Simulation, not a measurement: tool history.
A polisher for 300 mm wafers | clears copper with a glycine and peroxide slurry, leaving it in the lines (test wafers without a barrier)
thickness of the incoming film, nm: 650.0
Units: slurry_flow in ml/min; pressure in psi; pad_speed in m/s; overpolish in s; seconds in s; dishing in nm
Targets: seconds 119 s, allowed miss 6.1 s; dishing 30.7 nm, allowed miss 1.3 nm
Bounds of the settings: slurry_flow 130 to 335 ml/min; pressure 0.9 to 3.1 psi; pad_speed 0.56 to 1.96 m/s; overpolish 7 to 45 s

run  hour  slurry_flow  pressure  pad_speed  overpolish  seconds  dishing
  1     0          215         2       1.26          23   127.38   49.205
  2     7          200       1.8       1.38          20   133.96   44.565
  3   8.2          200       1.8       1.64          20   116.41   46.444
  4  16.7          200       1.8       1.64          14   117.26   40.292
  5  22.2          200       1.8       1.64          19   115.58   45.848
  6  23.4          190       1.7        1.7          17   116.81   42.958
  7  27.3          180       1.6       1.74          15   128.24   39.885
  8    30          170       1.6       1.78          14   123.61   37.854
  9  36.4          165       1.6        1.8          13   125.12   36.588
 10    41          160       1.6       1.82          12   127.65   35.056
 11  43.6          155       1.6       1.82          11   129.12   33.713
 12  48.7          155       1.6       1.82          10   128.15   31.788

4 next moves are on the table. One of them brings every result within its allowed miss. Which?
  A  53.8          145       1.5       1.72          13        ?        ?
  B  53.8          185       1.6        1.9           9        ?        ?
  C  53.8          165       1.5        1.6          11        ?        ?
  D  53.8          130         2       1.82          10        ?        ?

move  seconds  dishing
   A   143.69   34.108
   B   116.87   30.677
   C   145.76   30.564
   D   112.41   33.648
A: further off than the last run
B: meets every target
C: further off than the last run
D: takes the result that was furthest off past its target
The right move is B.

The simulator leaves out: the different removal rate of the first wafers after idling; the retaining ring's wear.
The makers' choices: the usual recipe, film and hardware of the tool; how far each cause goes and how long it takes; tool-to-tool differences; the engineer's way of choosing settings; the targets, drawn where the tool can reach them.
